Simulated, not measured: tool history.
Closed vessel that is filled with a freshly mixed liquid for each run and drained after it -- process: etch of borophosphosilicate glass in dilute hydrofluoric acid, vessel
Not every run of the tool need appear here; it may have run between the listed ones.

run  hour  temperature setpoint of the liquid (C)  parts of water to one part of 49 % hydrofluoric acid (parts by volume)  time in the liquid (s)  thickness taken off the borophosphosilicate glass on a monitor wafer (Å)
  1   0.0                                    23.0                                                                     130                      90                                                                    511.74
  2   8.9                                    23.0                                                                      85                      90                                                                    824.82
  3  15.6                                    22.5                                                                      95                      90                                                                    723.71
  4  21.7                                    24.5                                                                      95                      90                                                                    771.19
  5  22.7                                    27.0                                                                      95                      90                                                                    852.20
  6  23.8                                    27.0                                                                      95                      95                                                                    903.48
  7  25.6                                    26.0                                                                     105                      95                                                                    768.89
  8  33.1                                    25.0                                                                     110                      95                                                                    694.65
  9  37.2                                    24.0                                                                     115                      95                                                                    645.65
 10  38.7                                    23.0                                                                     120                      95                                                                    581.50
 11  44.2                                    23.0                                                                     120                      95                                                                    584.61

Run 12, settings as shown, results not yet in. Your forecast:
 12  49.8                                    22.5                                                                     125                      95                                                                         ?

thickness taken off the borophosphosilicate glass on a monitor wafer (Å): 558.96
